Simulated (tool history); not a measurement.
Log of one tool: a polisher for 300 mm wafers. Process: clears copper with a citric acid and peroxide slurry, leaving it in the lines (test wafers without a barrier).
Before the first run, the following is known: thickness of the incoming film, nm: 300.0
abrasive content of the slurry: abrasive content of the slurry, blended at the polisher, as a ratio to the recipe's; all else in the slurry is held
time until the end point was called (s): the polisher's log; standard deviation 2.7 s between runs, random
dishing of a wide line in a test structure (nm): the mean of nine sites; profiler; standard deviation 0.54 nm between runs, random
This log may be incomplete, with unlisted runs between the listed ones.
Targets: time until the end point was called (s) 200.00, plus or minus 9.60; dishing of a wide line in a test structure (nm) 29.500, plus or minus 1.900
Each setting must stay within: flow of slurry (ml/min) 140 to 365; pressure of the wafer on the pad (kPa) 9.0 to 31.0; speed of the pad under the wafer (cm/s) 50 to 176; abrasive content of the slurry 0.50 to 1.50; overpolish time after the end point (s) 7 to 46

| run | hour | flow of slurry (ml/min) | pressure of the wafer on the pad (kPa) | speed of the pad under the wafer (cm/s) | abrasive content of the slurry | overpolish time after the end point (s) | time until the end point was called (s) | dishing of a wide line in a test structure (nm) |
|---|---|---|---|---|---|---|---|---|
| 1 | 0.0 | 235 | 20.0 | 112 | 1.00 | 24 | 137.01 | 38.277 |
| 2 | 8.5 | 235 | 24.1 | 112 | 1.00 | 24 | 113.53 | 46.642 |
| 3 | 16.5 | 235 | 24.1 | 112 | 1.00 | 18 | 113.92 | 34.864 |
| 4 | 21.1 | 235 | 24.1 | 96 | 1.00 | 18 | 132.07 | 30.684 |
| 5 | 23.2 | 235 | 22.1 | 96 | 1.00 | 18 | 142.24 | 27.718 |
| 6 | 23.9 | 235 | 22.1 | 68 | 1.00 | 18 | 202.13 | 21.511 |
| 7 | 26.1 | 235 | 22.1 | 68 | 1.00 | 19 | 198.67 | 22.264 |
| 8 | 33.6 | 235 | 22.1 | 68 | 1.00 | 20 | 202.12 | 22.611 |
| 9 | 34.1 | 235 | 22.1 | 68 | 1.00 | 21 | 198.91 | 24.184 |
| 10 | 38.3 | 235 | 22.1 | 68 | 1.00 | 22 | 199.31 | 24.444 |
| 11 | 47.3 | 235 | 22.1 | 68 | 1.00 | 23 | 197.73 | 26.295 |

Pick the move, out of 5, that brings all results within their allowed miss; only one does.
| A | 56.3 | 190 | 26.9 | 58 | 0.90 | 21 | ? | ? |
| B | 56.3 | 255 | 21.4 | 72 | 1.10 | 16 | ? | ? |
| C | 56.3 | 195 | 22.8 | 62 | 1.20 | 20 | ? | ? |
| D | 56.3 | 195 | 20.7 | 72 | 1.00 | 19 | ? | ? |
| E | 56.3 | 165 | 18.6 | 90 | 0.85 | 26 | ? | ? |

| move | time until the end point was called (s) | dishing of a wide line in a test structure (nm) |
|---|---|---|
| A | 206.63 | 23.311 |
| B | 193.44 | 19.103 |
| C | 213.90 | 21.482 |
| D | 210.95 | 20.693 |
| E | 200.35 | 28.973 |
A: moves away from the targets compared with the last run
B: moves away from the targets compared with the last run
C: moves away from the targets compared with the last run
D: moves away from the targets compared with the last run
E: each result inside its tolerance
Answer: E
